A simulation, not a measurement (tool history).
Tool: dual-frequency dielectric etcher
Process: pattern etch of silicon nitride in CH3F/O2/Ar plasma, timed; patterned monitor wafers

run    day  source power (W)  bias power (W)  etch time (s)  mean etch depth across the wafer (nm)
  1      0               530              71             72                                 60.411
  2  0.029               470              71             72                                 56.875
  3  0.221               460              71             72                                 56.503
  4  0.392               460              81             72                                 59.613
  5  0.462               510              81             72                                 61.929
  6  0.617               430              81             72                                 58.487
  7  0.704               410              80             72                                  56.62

Forecast run 8:
     0.912  -- bias power generator calibrated
  8  0.912               400              80             72                                      ?

Run 8 gave mean etch depth across the wafer (nm) 56.403.

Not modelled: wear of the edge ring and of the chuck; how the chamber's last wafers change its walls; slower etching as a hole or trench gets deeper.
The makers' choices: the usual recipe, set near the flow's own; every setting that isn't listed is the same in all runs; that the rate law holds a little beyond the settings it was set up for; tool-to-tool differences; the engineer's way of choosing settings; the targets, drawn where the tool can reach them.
